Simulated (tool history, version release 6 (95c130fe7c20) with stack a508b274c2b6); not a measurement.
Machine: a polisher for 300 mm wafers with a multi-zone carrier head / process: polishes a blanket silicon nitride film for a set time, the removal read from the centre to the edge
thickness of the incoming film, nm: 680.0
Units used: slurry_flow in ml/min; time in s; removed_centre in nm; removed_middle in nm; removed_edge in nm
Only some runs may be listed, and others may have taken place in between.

Run 1, hour 0: slurry_flow 150 ml/min, centre_zone 1, middle_zone 1, edge_zone 1, time 64 s. Result: removed_centre 153.39 nm, removed_middle 154.26 nm, removed_edge 149.01 nm.
Run 2, hour 3.8: slurry_flow 160 ml/min, centre_zone 1, middle_zone 1, edge_zone 1.01, time 64 s. Result: removed_centre 155.69 nm, removed_middle 153.76 nm, removed_edge 152.22 nm.
Run 3, hour 7.1: slurry_flow 165 ml/min, centre_zone 1, middle_zone 1.01, edge_zone 1.02, time 64 s. Result: removed_centre 154.79 nm, removed_middle 159.81 nm, removed_edge 152.36 nm.
Run 4, hour 8.7: slurry_flow 170 ml/min, centre_zone 1.01, middle_zone 1.01, edge_zone 1.03, time 64 s. Result: removed_centre 157.03 nm, removed_middle 158.07 nm, removed_edge 158.78 nm.
Run 5, hour 11.5: slurry_flow 205 ml/min, centre_zone 1.01, middle_zone 1.01, edge_zone 1.03, time 64 s. Result: removed_centre 162.89 nm, removed_middle 163.9 nm, removed_edge 158.88 nm.
Run 6, hour 17.9: slurry_flow 205 ml/min, centre_zone 1.02, middle_zone 1.01, edge_zone 1.04, time 64 s. Result: removed_centre 165.83 nm, removed_middle 162.06 nm, removed_edge 155.12 nm.
Run 7, hour 23.7: slurry_flow 205 ml/min, centre_zone 1.02, middle_zone 1.01, edge_zone 1.05, time 64 s. Result: removed_centre 163.39 nm, removed_middle 162.79 nm, removed_edge 158.18 nm.
Run 8, hour 32.4: slurry_flow 205 ml/min, centre_zone 1.03, middle_zone 1.01, edge_zone 1.06, time 64 s. Result: removed_centre 164.35 nm, removed_middle 161.7 nm, removed_edge 165.21 nm.
Run 9, hour 33.7: slurry_flow 205 ml/min, centre_zone 1.04, middle_zone 1.02, edge_zone 1.06, time 64 s. Result: removed_centre 166.5 nm, removed_middle 164.74 nm, removed_edge 161.39 nm.

What will run 10 give?
Run 10, hour 41.7: slurry_flow 205 ml/min, centre_zone 1.05, middle_zone 1.02, edge_zone 1.07, time 64 s. Result: removed_centre ?, removed_middle ?, removed_edge ?.

removed_centre: 169.46 nm
removed_middle: 164.37 nm
removed_edge: 161.1 nm
